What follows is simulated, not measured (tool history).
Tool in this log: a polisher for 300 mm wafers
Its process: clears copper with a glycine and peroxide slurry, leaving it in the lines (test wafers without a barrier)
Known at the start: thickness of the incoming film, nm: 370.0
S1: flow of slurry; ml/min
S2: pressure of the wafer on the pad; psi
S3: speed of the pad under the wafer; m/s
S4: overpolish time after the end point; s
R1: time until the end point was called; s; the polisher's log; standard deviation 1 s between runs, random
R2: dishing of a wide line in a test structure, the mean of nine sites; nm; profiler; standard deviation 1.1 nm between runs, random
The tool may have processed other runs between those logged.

{"run": 1, "hour": 0.0, "S1": 165, "S2": 2.1, "S3": 1.24, "S4": 17, "R1": 64.172, "R2": 64.528}
{"run": 2, "hour": 1.5, "S1": 160, "S2": 2.1, "S3": 1.22, "S4": 19, "R1": 67.14, "R2": 68.239}
{"run": 3, "hour": 6.3, "S1": 160, "S2": 2.1, "S3": 0.96, "S4": 19, "R1": 78.54, "R2": 60.104}
{"run": 4, "hour": 9.3, "S1": 160, "S2": 2.1, "S3": 0.96, "S4": 23, "R1": 81.588, "R2": 67.446}
{"hour": 10.7, "done": "worn pad replaced by a new one"}
{"run": 5, "hour": 10.7, "S1": 175, "S2": 2.1, "S3": 0.96, "S4": 23, "R1": 71.669, "R2": 73.245}
{"run": 6, "hour": 16.5, "S1": 175, "S2": 2.1, "S3": 1.14, "S4": 23, "R1": 63.338, "R2": 79.024}
{"run": 7, "hour": 17.9, "S1": 170, "S2": 2.1, "S3": 1.14, "S4": 24, "R1": 64.853, "R2": 80.873}

The next listed run, before its measurement:
{"run": 8, "hour": 25.2, "S1": 170, "S2": 2.1, "S3": 1.14, "S4": 25, "R1": "?", "R2": "?"}

R1: 64.271 s
R2: 82.308 nm
